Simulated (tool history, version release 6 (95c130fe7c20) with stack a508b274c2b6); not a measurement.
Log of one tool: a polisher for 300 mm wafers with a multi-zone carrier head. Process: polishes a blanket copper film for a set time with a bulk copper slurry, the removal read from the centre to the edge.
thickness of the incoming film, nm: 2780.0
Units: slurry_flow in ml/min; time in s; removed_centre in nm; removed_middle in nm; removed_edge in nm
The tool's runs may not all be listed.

run,day,slurry_flow,centre_zone,middle_zone,edge_zone,slurry_solids,time,removed_centre,removed_middle,removed_edge
1,0,305,1,1,1,1,79,571.9,578.85,582.13
2,0.212,305,1.01,0.98,0.98,0.9,78,556.15,532.31,561.9
3,0.554,305,1.02,0.98,0.95,0.85,77,552.39,534.93,549.43
4,0.771,305,0.95,0.98,0.95,0.85,77,521.06,533.7,537.74
5,0.975,305,1.03,0.98,0.95,0.85,77,556.25,523.37,543.59
6,1.075,305,1.03,0.98,0.93,0.8,76,559.39,504.55,526.03
7,1.167,305,1.02,0.98,0.92,0.8,76,542.56,515,525.65
8,1.204,305,1.02,0.97,0.91,0.75,76,534.61,505.13,509.53

Forecast run 9:
9,1.371,305,1.02,0.97,0.91,0.75,76,?,?,?

Run 9 gave removed_centre 537.95 nm, removed_middle 503.28 nm, removed_edge 514.67 nm.

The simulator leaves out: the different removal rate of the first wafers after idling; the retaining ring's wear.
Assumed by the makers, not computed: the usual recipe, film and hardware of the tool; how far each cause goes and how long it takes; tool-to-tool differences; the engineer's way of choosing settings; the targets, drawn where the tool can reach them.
